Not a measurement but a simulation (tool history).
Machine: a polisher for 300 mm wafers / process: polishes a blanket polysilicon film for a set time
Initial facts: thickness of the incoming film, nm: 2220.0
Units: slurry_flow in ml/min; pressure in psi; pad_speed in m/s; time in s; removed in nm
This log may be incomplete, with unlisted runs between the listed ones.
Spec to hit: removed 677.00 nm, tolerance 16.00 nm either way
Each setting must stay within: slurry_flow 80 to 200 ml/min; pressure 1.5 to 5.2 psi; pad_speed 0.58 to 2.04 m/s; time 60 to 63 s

| run | hour | slurry_flow | pressure | pad_speed | time | removed |
|---|---|---|---|---|---|---|
| 1 | 0.0 | 130 | 3.3 | 1.30 | 60 | 727.75 |
| 2 | 7.1 | 120 | 3.3 | 1.30 | 60 | 717.67 |
| 3 | 12.6 | 115 | 3.3 | 1.30 | 60 | 704.73 |
| 4 | 20.6 | 115 | 3.7 | 1.30 | 60 | 784.33 |
| 5 | 27.4 | 145 | 3.7 | 1.30 | 60 | 817.15 |
| 6 | 30.6 | 135 | 3.5 | 1.30 | 60 | 772.25 |
| 7 | 36.8 | 125 | 3.4 | 1.30 | 60 | 743.67 |
| 8 | 40.4 | 115 | 3.3 | 1.30 | 60 | 705.19 |
|  | 46.2 | head pressure recalibrated |
| 9 | 46.2 | 110 | 3.3 | 1.30 | 60 | 720.86 |
| 10 | 53.0 | 110 | 3.2 | 1.30 | 60 | 709.79 |
| 11 | 56.4 | 110 | 3.1 | 1.30 | 60 | 701.08 |

Which one of the following 4 next-run settings gets every result inside its allowed miss? There is exactly one.
| A | 59.8 | 80 | 3.6 | 1.28 | 63 | ? |
| B | 59.8 | 120 | 3.6 | 1.02 | 62 | ? |
| C | 59.8 | 95 | 2.8 | 1.54 | 60 | ? |
| D | 59.8 | 100 | 3.4 | 1.28 | 61 | ? |

| move | removed |
|---|---|
| A | 738.00 |
| B | 688.46 |
| C | 719.81 |
| D | 736.99 |
A: its largest miss is bigger than the last run's
B: hits every target within its allowed miss
C: its largest miss is bigger than the last run's
D: its largest miss is bigger than the last run's
Correct choice: B, which meets every target
